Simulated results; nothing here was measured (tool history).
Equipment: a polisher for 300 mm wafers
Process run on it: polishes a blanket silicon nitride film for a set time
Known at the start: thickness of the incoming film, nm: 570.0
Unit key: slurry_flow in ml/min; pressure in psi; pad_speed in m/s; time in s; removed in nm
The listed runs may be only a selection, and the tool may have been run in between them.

| run | hour | slurry_flow | pressure | pad_speed | time | removed |
|---|---|---|---|---|---|---|
| 1 | 0 | 275 | 2.4 | 1.18 | 31 | 52.127 |
| 2 | 8.2 | 275 | 2.5 | 1.18 | 31 | 53.577 |
| 3 | 11.3 | 275 | 2.6 | 1.18 | 31 | 55.462 |
| 4 | 17.1 | 275 | 2.7 | 1.18 | 31 | 57.406 |
| 5 | 21.9 | 275 | 2.3 | 1.18 | 31 | 49.765 |
| 6 | 30.2 | 275 | 2.5 | 1.18 | 31 | 53.886 |

For run 7, what comes out?
| 7 | 35.4 | 275 | 2.6 | 1.18 | 31 | ? |

{"run 7": {"removed": 56.447}}

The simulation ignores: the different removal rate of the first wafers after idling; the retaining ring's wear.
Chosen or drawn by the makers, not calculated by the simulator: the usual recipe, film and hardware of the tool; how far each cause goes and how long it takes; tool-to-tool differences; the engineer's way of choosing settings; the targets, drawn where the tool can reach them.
